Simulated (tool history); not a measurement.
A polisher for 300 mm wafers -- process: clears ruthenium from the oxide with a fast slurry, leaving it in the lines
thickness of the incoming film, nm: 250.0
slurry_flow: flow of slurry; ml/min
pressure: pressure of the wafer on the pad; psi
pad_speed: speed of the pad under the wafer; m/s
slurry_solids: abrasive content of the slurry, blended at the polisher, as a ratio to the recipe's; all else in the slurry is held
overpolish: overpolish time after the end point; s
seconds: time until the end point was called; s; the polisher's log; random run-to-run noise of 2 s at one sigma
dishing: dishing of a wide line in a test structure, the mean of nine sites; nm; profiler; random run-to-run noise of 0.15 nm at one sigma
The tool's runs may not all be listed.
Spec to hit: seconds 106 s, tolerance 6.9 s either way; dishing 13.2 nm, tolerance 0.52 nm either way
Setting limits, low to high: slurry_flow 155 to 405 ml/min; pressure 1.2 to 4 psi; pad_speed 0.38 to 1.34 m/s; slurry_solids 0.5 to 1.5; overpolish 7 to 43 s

run 1 hour=0 | slurry_flow=260 pressure=2.6 pad_speed=0.86 slurry_solids=1 overpolish=22 | seconds=65.605 dishing=60.447
run 2 hour=1 | slurry_flow=260 pressure=2.6 pad_speed=1.06 slurry_solids=1 overpolish=22 | seconds=53.232 dishing=72.567
run 3 hour=5.2 | slurry_flow=260 pressure=2.6 pad_speed=1.06 slurry_solids=1 overpolish=28 | seconds=52.898 dishing=86.945
run 4 hour=7.6 | slurry_flow=260 pressure=2.6 pad_speed=0.9 slurry_solids=1 overpolish=28 | seconds=61.038 dishing=77.214
run 5 hour=8.5 | slurry_flow=260 pressure=3.2 pad_speed=0.9 slurry_solids=1 overpolish=28 | seconds=51.694 dishing=88.043
run 6 hour=15.7 | slurry_flow=195 pressure=3.2 pad_speed=0.9 slurry_solids=1 overpolish=28 | seconds=54.212 dishing=83.733
run 7 hour=22.6 | slurry_flow=180 pressure=2.9 pad_speed=0.74 slurry_solids=0.85 overpolish=21 | seconds=75.031 dishing=49.86
run 8 hour=25.5 | slurry_flow=170 pressure=2.7 pad_speed=0.62 slurry_solids=0.75 overpolish=16 | seconds=102.68 dishing=29.666
run 9 hour=34.3 | slurry_flow=170 pressure=2.7 pad_speed=0.62 slurry_solids=0.75 overpolish=16 | seconds=104.75 dishing=30.138
run 10 hour=35.9 | slurry_flow=165 pressure=2.8 pad_speed=0.54 slurry_solids=0.65 overpolish=13 | seconds=125.28 dishing=20.762
run 11 hour=39.5 | slurry_flow=155 pressure=3.5 pad_speed=0.38 slurry_solids=0.5 overpolish=7 | seconds=163.31 dishing=8.5774

Next run, 5 choices. One meets every target within its allowed miss, the rest don't. Which?
run A hour=43.1 | slurry_flow=160 pressure=3.3 pad_speed=0.56 slurry_solids=0.65 overpolish=7 | seconds=? dishing=?
run B hour=43.1 | slurry_flow=155 pressure=4 pad_speed=0.44 slurry_solids=0.6 overpolish=7 | seconds=? dishing=?
run C hour=43.1 | slurry_flow=155 pressure=2.7 pad_speed=0.72 slurry_solids=0.5 overpolish=7 | seconds=? dishing=?
run D hour=43.1 | slurry_flow=155 pressure=4 pad_speed=0.48 slurry_solids=0.5 overpolish=11 | seconds=? dishing=?
run E hour=43.1 | slurry_flow=180 pressure=4 pad_speed=0.48 slurry_solids=0.5 overpolish=7 | seconds=? dishing=?

move=A seconds=104.56 dishing=13.305
move=B seconds=116.8 dishing=11.952
move=C seconds=115.8 dishing=12.053
move=D seconds=121.24 dishing=17.825
move=E seconds=118.78 dishing=11.758
A: each result inside its tolerance
B: better than the last run, though not everything is in spec
C: better than the last run, though not everything is in spec
D: carries the result that was furthest off beyond its target, to the other side
E: better than the last run, though not everything is in spec
A meets every target.
